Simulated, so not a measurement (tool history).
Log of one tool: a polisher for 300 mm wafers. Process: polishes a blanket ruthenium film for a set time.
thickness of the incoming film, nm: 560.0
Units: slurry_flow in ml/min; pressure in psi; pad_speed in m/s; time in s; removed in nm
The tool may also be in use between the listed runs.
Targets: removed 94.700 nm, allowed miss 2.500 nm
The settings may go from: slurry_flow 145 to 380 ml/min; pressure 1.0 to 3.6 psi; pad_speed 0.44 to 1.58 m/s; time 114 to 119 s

run	hour	slurry_flow	pressure	pad_speed	time	removed
1	0.0	245	2.3	1.00	114	142.070
2	6.1	245	2.3	1.00	119	146.690
3	12.4	200	2.3	1.00	119	142.060
4	16.3	195	2.2	1.00	119	136.370
5	19.9	195	2.2	0.84	119	117.730
6	23.7	190	2.1	0.84	119	113.030
7	26.8	185	2.1	0.84	119	112.210
8	33.4	175	1.9	0.84	119	100.750

4 next moves are on the table. One of them brings every result within its allowed miss. Which?
A	40.0	230	1.7	1.04	114	?
B	40.0	185	1.9	0.80	115	?
C	40.0	145	1.8	1.04	118	?
D	40.0	165	2.0	0.88	114	?

move	removed
A	107.590
B	93.271
C	111.810
D	104.410
A: further off than the last run
B: meets every target
C: further off than the last run
D: further off than the last run
Answer: B
